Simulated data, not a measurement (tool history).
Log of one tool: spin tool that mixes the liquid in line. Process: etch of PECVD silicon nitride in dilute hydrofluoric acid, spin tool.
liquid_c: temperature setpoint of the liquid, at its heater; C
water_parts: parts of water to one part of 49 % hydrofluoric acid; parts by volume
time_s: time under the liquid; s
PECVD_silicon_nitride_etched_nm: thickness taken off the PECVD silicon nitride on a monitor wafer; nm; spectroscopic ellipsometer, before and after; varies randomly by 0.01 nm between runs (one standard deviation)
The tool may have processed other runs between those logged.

run,hour,liquid_c,water_parts,time_s,PECVD_silicon_nitride_etched_nm
1,0,25,145,95,1.2378
2,4.7,25,145,95,1.2317
3,5.9,24.5,145,95,1.1969
4,14,24,145,95,1.138
5,16.9,21.5,145,95,0.97639
6,18.3,21.5,105,95,1.3481
7,21.7,21,105,95,1.3047

Estimate the outcome of run 8 from the log above:
8,25.3,20.5,105,95,?

{"run 8": {"PECVD_silicon_nitride_etched_nm": 1.2534}}
